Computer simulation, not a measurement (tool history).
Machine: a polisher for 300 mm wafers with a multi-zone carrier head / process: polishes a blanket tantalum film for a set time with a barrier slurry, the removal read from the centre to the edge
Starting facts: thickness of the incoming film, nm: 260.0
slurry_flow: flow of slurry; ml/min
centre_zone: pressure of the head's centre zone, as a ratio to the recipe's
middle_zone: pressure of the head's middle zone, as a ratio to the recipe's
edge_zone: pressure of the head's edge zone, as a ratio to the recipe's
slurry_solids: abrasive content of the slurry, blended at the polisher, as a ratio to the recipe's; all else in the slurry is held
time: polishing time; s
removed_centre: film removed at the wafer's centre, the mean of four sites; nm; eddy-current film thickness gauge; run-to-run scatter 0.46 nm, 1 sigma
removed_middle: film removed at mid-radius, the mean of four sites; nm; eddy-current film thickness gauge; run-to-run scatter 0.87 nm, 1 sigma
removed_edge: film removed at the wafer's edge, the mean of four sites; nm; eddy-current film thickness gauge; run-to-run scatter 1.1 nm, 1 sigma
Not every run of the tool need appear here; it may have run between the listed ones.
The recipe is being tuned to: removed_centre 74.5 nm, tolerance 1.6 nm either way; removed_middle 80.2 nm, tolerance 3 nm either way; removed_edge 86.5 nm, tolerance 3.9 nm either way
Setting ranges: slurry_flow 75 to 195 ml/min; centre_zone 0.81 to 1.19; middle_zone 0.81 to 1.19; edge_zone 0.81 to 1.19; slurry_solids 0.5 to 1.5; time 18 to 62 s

Run 1, hour 0: slurry_flow 125 ml/min, centre_zone 1, middle_zone 1, edge_zone 1, slurry_solids 1, time 40 s. Result: removed_centre 105.68 nm, removed_middle 106.1 nm, removed_edge 104.44 nm.
Run 2, hour 8.9: slurry_flow 125 ml/min, centre_zone 1, middle_zone 1, edge_zone 1, slurry_solids 1, time 46 s. Result: removed_centre 120.17 nm, removed_middle 122.43 nm, removed_edge 118.7 nm.
Run 3, hour 14.9: slurry_flow 125 ml/min, centre_zone 1, middle_zone 0.92, edge_zone 1, slurry_solids 1, time 46 s. Result: removed_centre 121.09 nm, removed_middle 114.84 nm, removed_edge 115.91 nm.
Run 4, hour 17.5: slurry_flow 120 ml/min, centre_zone 0.97, middle_zone 0.91, edge_zone 1, slurry_solids 0.9, time 46 s. Result: removed_centre 112.28 nm, removed_middle 110.13 nm, removed_edge 112.12 nm.
Run 5, hour 24.8: slurry_flow 115 ml/min, centre_zone 0.95, middle_zone 0.9, edge_zone 1, slurry_solids 0.85, time 46 s. Result: removed_centre 109.1 nm, removed_middle 107.92 nm, removed_edge 111.43 nm.
Run 6, hour 26.7: slurry_flow 110 ml/min, centre_zone 0.93, middle_zone 0.89, edge_zone 0.99, slurry_solids 0.8, time 45 s. Result: removed_centre 100.54 nm, removed_middle 103.18 nm, removed_edge 105.73 nm.
Run 7, hour 34.5: slurry_flow 105 ml/min, centre_zone 0.92, middle_zone 0.88, edge_zone 0.99, slurry_solids 0.75, time 44 s. Result: removed_centre 94.721 nm, removed_middle 97.291 nm, removed_edge 100.47 nm.
Run 8, hour 41.9: slurry_flow 100 ml/min, centre_zone 0.91, middle_zone 0.87, edge_zone 0.99, slurry_solids 0.7, time 44 s. Result: removed_centre 90.766 nm, removed_middle 91.226 nm, removed_edge 100.52 nm.
Run 9, hour 43.1: slurry_flow 95 ml/min, centre_zone 0.9, middle_zone 0.86, edge_zone 0.97, slurry_solids 0.65, time 44 s. Result: removed_centre 85.494 nm, removed_middle 88.929 nm, removed_edge 94.284 nm.
Run 10, hour 44.1: slurry_flow 90 ml/min, centre_zone 0.89, middle_zone 0.85, edge_zone 0.96, slurry_solids 0.65, time 44 s. Result: removed_centre 85.429 nm, removed_middle 85.65 nm, removed_edge 94.536 nm.
Run 11, hour 48.4: slurry_flow 80 ml/min, centre_zone 0.81, middle_zone 0.89, edge_zone 0.92, slurry_solids 0.5, time 43 s. Result: removed_centre 66.484 nm, removed_middle 79.014 nm, removed_edge 81.554 nm.
Run 12, hour 56.5: slurry_flow 85 ml/min, centre_zone 0.81, middle_zone 0.88, edge_zone 0.92, slurry_solids 0.5, time 43 s. Result: removed_centre 67.415 nm, removed_middle 78.769 nm, removed_edge 82.203 nm.
Run 13, hour 59.5: slurry_flow 90 ml/min, centre_zone 0.81, middle_zone 0.87, edge_zone 0.92, slurry_solids 0.5, time 43 s. Result: removed_centre 68.426 nm, removed_middle 78.593 nm, removed_edge 83.058 nm.
Run 14, hour 67.6: slurry_flow 125 ml/min, centre_zone 0.84, middle_zone 0.84, edge_zone 0.92, slurry_solids 0.5, time 43 s. Result: removed_centre 77.325 nm, removed_middle 81.28 nm, removed_edge 86.336 nm.

Exercise: of the 4 proposed moves below, exactly one satisfies all targets within the stated allowed misses. Which move is it?
Run A, hour 75.7: slurry_flow 100 ml/min, centre_zone 0.85, middle_zone 0.87, edge_zone 0.98, slurry_solids 0.5, time 43 s. Result: removed_centre ?, removed_middle ?, removed_edge ?.
Run B, hour 75.7: slurry_flow 130 ml/min, centre_zone 0.9, middle_zone 0.98, edge_zone 0.81, slurry_solids 0.5, time 41 s. Result: removed_centre ?, removed_middle ?, removed_edge ?.
Run C, hour 75.7: slurry_flow 90 ml/min, centre_zone 0.86, middle_zone 0.82, edge_zone 0.89, slurry_solids 0.5, time 46 s. Result: removed_centre ?, removed_middle ?, removed_edge ?.
Run D, hour 75.7: slurry_flow 115 ml/min, centre_zone 0.82, middle_zone 0.85, edge_zone 0.84, slurry_solids 0.5, time 45 s. Result: removed_centre ?, removed_middle ?, removed_edge ?.

move  removed_centre  removed_middle  removed_edge
   A          74.763          81.291        85.935
   B          79.937          88.677        77.934
   C          78.924          81.664        86.859
   D          77.815              86        85.644
A: all results land within tolerance of their targets
B: lands further from the targets than the last run did
C: lands further from the targets than the last run did
D: lands further from the targets than the last run did
Move A is the one to make.
